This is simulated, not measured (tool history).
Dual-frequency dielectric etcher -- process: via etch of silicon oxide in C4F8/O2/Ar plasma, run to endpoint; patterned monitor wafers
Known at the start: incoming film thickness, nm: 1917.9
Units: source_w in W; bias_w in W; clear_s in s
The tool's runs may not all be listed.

run  hour  source_w  bias_w  clear_s
  1   0.0      1400    2188   439.75
  2   4.6      1400    2026   451.76
  3   6.8      1180    2026   481.85
  4  12.7      1180    2353   462.06
  5  20.9      1350    2442   424.55
  6  22.6      1520    2442   407.57

Expected results for the next run?
  7  25.0      1520    2442        ?

{"run 7": {"clear_s": 409.04}}
